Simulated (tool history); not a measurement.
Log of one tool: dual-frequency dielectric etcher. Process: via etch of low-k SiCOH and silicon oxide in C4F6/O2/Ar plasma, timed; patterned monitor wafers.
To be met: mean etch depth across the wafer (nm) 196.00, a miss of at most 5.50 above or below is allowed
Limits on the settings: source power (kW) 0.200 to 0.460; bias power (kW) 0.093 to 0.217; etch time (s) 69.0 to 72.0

run,hour,source power (kW),bias power (kW),etch time (s),mean etch depth across the wafer (nm)
1,0.0,0.330,0.155,69.0,171.57
2,7.5,0.350,0.160,69.0,178.40
3,14.0,0.350,0.135,69.0,167.70
4,17.7,0.350,0.135,69.0,166.94
5,19.3,0.300,0.135,69.0,155.92
6,23.9,0.280,0.135,69.0,151.29
7,32.2,0.320,0.141,69.0,164.21
8,35.6,0.350,0.146,69.0,171.82

Of the 4 settings listed for the next run, only one would bring every result within its allowed miss of target. Which one?
A,39.0,0.440,0.157,72.0,?
B,39.0,0.420,0.183,70.0,?
C,39.0,0.390,0.140,70.0,?
D,39.0,0.410,0.157,70.5,?

move,mean etch depth across the wafer (nm)
A,203.79
B,206.85
C,179.74
D,193.76
A: pushes the last run's worst result past its target
B: pushes the last run's worst result past its target
C: better than the last run, though not everything is in spec
D: hits every target within its allowed miss
The right move is D.
